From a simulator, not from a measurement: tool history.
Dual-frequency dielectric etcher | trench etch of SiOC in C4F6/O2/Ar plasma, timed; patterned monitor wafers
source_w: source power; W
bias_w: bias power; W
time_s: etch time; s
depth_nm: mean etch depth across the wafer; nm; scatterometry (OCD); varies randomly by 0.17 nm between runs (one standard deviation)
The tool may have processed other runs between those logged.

run	hour	source_w	bias_w	time_s	depth_nm
1	0.0	420	221	16.0	35.974
2	1.7	420	239	16.0	36.649
3	5.8	410	235	16.0	35.851
4	14.6	400	233	16.0	35.657
5	16.6	360	233	16.0	34.777
6	25.1	350	229	16.0	34.285

What will run 7 give?
7	27.8	350	229	16.0	?

{"run 7": {"depth_nm": 34.009}}

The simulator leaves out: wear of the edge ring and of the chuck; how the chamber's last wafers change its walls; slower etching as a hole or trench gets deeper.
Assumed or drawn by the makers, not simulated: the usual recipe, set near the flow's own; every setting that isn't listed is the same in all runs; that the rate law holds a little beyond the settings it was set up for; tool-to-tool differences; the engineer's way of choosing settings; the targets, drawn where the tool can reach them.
